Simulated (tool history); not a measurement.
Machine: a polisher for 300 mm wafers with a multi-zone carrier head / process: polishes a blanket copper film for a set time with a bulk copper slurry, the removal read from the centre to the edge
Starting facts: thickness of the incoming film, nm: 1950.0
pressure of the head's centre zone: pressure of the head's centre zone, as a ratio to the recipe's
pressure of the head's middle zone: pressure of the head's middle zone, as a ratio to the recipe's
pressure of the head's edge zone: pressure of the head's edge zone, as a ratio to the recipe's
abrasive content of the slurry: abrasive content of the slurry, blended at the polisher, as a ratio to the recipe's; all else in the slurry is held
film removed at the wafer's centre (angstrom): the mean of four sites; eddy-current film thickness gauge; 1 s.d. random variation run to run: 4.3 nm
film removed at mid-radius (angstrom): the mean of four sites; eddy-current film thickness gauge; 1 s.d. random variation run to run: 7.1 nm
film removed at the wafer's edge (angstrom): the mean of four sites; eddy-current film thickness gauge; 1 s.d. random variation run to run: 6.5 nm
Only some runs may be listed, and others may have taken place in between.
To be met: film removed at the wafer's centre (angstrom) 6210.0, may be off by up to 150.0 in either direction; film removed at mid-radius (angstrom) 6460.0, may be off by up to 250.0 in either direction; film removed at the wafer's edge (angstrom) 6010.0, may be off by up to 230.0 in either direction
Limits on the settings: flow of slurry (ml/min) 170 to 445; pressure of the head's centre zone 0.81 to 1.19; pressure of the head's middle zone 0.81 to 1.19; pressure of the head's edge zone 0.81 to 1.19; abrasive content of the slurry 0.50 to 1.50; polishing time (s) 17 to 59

run	hour	flow of slurry (ml/min)	pressure of the head's centre zone	pressure of the head's middle zone	pressure of the head's edge zone	abrasive content of the slurry	polishing time (s)	film removed at the wafer's centre (angstrom)	film removed at mid-radius (angstrom)	film removed at the wafer's edge (angstrom)
1	0.0	285	1.00	1.00	1.00	1.00	38	5218.3	5145.4	5236.0
2	3.2	300	1.02	1.05	1.04	1.05	38	5387.7	5364.9	5342.6
3	10.0	305	1.03	1.08	1.05	1.15	38	5483.1	5715.0	5577.7
4	13.1	305	1.03	1.08	1.05	1.00	38	5411.0	5544.6	5208.4
5	16.3	305	1.03	1.08	1.05	1.00	34	4800.2	4954.2	4857.4
6	21.2	315	1.06	1.11	1.06	1.15	35	5272.7	5314.7	5071.4
7	28.6	320	1.07	1.13	1.07	1.25	36	5561.1	5718.0	5293.8
8	35.3	325	1.08	1.14	1.09	1.30	36	5648.6	5719.3	5293.8
9	42.0	325	1.07	1.14	1.10	1.35	37	5815.3	5999.7	5525.1
10	49.9	325	1.07	1.14	1.11	1.40	38	5993.9	6186.2	5801.0

Which of these 4 next moves meets every target?
A	57.8	330	1.01	1.11	1.18	1.40	39	?	?	?
B	57.8	265	1.03	1.10	0.98	1.00	44	?	?	?
C	57.8	350	1.12	1.16	0.95	1.25	38	?	?	?
D	57.8	320	1.00	1.02	1.17	1.35	39	?	?	?

move	film removed at the wafer's centre (angstrom)	film removed at mid-radius (angstrom)	film removed at the wafer's edge (angstrom)
A	5792.5	6266.1	6046.0
B	6079.5	6419.6	5907.7
C	6134.5	6191.3	5389.0
D	5672.6	5818.7	5976.8
A: the biggest miss grows against the last run
B: every result lands within tolerance
C: the worst result of the last run now meets its target, but another is out of spec
D: the biggest miss grows against the last run
So the answer is move B, the one that meets all the targets.
